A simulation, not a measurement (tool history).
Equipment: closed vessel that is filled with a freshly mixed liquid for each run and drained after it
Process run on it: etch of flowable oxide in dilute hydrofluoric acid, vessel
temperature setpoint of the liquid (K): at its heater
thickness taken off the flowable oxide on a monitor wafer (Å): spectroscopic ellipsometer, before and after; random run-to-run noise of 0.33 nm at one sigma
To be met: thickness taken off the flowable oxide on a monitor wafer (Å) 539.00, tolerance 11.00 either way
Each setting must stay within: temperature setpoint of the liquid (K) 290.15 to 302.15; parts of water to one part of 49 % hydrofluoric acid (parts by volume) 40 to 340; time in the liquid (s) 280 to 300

run  hour  temperature setpoint of the liquid (K)  parts of water to one part of 49 % hydrofluoric acid (parts by volume)  time in the liquid (s)  thickness taken off the flowable oxide on a monitor wafer (Å)
  1   0.0                                  294.15                                                                     190                     280                                                         594.85
  2   1.0                                  294.15                                                                     160                     280                                                         724.36
  3   2.3                                  293.15                                                                     165                     280                                                         666.00
  4   9.9                                  292.65                                                                     170                     280                                                         630.57
  5  11.9                                  292.15                                                                     170                     280                                                         625.29
  6  13.8                                  292.15                                                                     110                     280                                                        1021.50
  7  22.4                                  291.65                                                                     125                     280                                                         868.80
  8  29.8                                  291.15                                                                     140                     280                                                         745.70
  9  36.7                                  291.15                                                                     150                     280                                                         688.77
 10  45.3                                  291.15                                                                     155                     280                                                         661.24
 11  47.9                                  291.15                                                                     155                     280                                                         668.29
 12  54.0                                  291.15                                                                     160                     280                                                         642.69
 13  59.8                                  291.15                                                                     165                     280                                                         618.25
 14  63.7                                  291.15                                                                     170                     280                                                         586.45

Which one of the following 5 next-run settings gets every result inside its allowed miss? There is exactly one.
  A  67.6                                  290.15                                                                     180                     295                                                              ?
  B  67.6                                  290.15                                                                     150                     290                                                              ?
  C  67.6                                  292.15                                                                     160                     280                                                              ?
  D  67.6                                  293.15                                                                     175                     290                                                              ?
  E  67.6                                  290.15                                                                     185                     290                                                              ?

move  thickness taken off the flowable oxide on a monitor wafer (Å)
   A                                                         564.11
   B                                                         684.75
   C                                                         665.47
   D                                                         645.78
   E                                                         537.05
A: nearer the targets than the last run, but a result is still out of spec
B: misses by more than the last run did
C: misses by more than the last run did
D: misses by more than the last run did
E: meets every target
E is the move that brings every result within its allowed miss.
